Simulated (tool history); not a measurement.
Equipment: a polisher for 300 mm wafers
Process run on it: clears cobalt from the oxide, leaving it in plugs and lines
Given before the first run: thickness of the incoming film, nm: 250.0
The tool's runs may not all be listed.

run	hour	flow of slurry (ml/min)	pressure of the wafer on the pad (psi)	speed of the pad under the wafer (m/s)	overpolish time after the end point (s)	time until the end point was called (s)	dishing of a wide line in a test structure (Å)
1	0	170	2.1	0.88	21	66.5	502.47
2	2.4	175	2.1	0.88	19	66.822	467.43
3	8.2	175	2.1	0.88	10	67.715	295.75
4	12.6	175	2.5	0.88	10	55.965	338.2
5	21	175	2.5	0.88	17	56.083	483.59
6	26.5	175	2.5	0.88	16	55.107	459.62
# hour 28.5: worn pad replaced by a new one
7	28.5	170	2.4	0.88	15	55.134	460.52
8	32	175	2.1	0.86	8	61.535	258.57
9	40.6	175	2.1	0.86	9	63.323	288.28

What does the tool deliver on the next run?
10	47.3	175	2.1	0.86	10	?	?

Run 10 gave time until the end point was called (s) 63.12, dishing of a wide line in a test structure (Å) 308.12.
